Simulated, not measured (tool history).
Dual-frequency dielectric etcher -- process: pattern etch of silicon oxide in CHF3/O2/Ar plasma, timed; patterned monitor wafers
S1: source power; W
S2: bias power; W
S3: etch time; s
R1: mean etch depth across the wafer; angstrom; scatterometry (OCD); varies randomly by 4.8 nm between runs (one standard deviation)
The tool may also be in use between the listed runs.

Run 1, hour 0.0: S1 840 W, S2 130 W, S3 405 s. Result: R1 7752.6 angstrom.
Run 2, hour 3.5: S1 880 W, S2 131 W, S3 405 s. Result: R1 7996.5 angstrom.
Run 3, hour 9.2: S1 910 W, S2 132 W, S3 405 s. Result: R1 8153.7 angstrom.
Run 4, hour 16.2: S1 930 W, S2 132 W, S3 405 s. Result: R1 8216.7 angstrom.
Run 5, hour 18.8: S1 930 W, S2 132 W, S3 405 s. Result: R1 8219.0 angstrom.
Run 6, hour 27.1: S1 950 W, S2 133 W, S3 405 s. Result: R1 8275.7 angstrom.
Run 7, hour 33.5: S1 970 W, S2 134 W, S3 405 s. Result: R1 8359.6 angstrom.

What will run 8 give?
Run 8, hour 38.8: S1 970 W, S2 134 W, S3 405 s. Result: R1 ?.

R1: 8450.5 angstrom

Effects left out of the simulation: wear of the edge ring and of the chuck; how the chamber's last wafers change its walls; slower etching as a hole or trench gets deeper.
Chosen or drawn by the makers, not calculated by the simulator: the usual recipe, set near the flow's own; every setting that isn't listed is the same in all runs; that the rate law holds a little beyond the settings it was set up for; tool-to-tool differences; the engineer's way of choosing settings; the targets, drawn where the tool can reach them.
